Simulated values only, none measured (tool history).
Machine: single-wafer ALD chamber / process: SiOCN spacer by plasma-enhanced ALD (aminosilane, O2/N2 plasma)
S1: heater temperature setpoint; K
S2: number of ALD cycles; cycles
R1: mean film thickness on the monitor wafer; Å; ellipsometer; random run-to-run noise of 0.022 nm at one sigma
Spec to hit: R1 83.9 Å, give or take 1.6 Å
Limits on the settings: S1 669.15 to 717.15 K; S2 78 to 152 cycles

{"run": 1, "hour": 0.0, "S1": 693.15, "S2": 115, "R1": 71.559}
{"run": 2, "hour": 9.0, "S1": 690.15, "S2": 118, "R1": 73.977}
{"run": 3, "hour": 15.8, "S1": 688.15, "S2": 120, "R1": 75.52}
{"run": 4, "hour": 19.3, "S1": 686.15, "S2": 122, "R1": 77.47}
{"run": 5, "hour": 22.4, "S1": 692.15, "S2": 122, "R1": 76.029}
{"run": 6, "hour": 23.9, "S1": 690.15, "S2": 124, "R1": 77.836}
{"run": 7, "hour": 31.9, "S1": 688.15, "S2": 125, "R1": 79.109}
{"run": 8, "hour": 38.7, "S1": 686.15, "S2": 126, "R1": 80.054}
{"hour": 43.4, "done": "thermocouple changed; heater temperature recalibrated"}
{"run": 9, "hour": 43.4, "S1": 685.15, "S2": 127, "R1": 79.702}
{"run": 10, "hour": 47.3, "S1": 685.15, "S2": 128, "R1": 80.335}
{"run": 11, "hour": 56.0, "S1": 685.15, "S2": 129, "R1": 80.514}
{"run": 12, "hour": 64.9, "S1": 685.15, "S2": 130, "R1": 81.526}

Pick the move, out of 4, that brings all results within their allowed miss; only one does.
{"run": "A", "hour": 73.8, "S1": 681.15, "S2": 132, "R1": "?"}
{"run": "B", "hour": 73.8, "S1": 691.15, "S2": 131, "R1": "?"}
{"run": "C", "hour": 73.8, "S1": 686.15, "S2": 130, "R1": "?"}
{"run": "D", "hour": 73.8, "S1": 683.15, "S2": 125, "R1": "?"}

move=A R1=83.74
move=B R1=80.848
move=C R1=81.351
move=D R1=78.868
A: hits every target within its allowed miss
B: moves away from the targets compared with the last run
C: moves away from the targets compared with the last run
D: moves away from the targets compared with the last run
A meets every target.
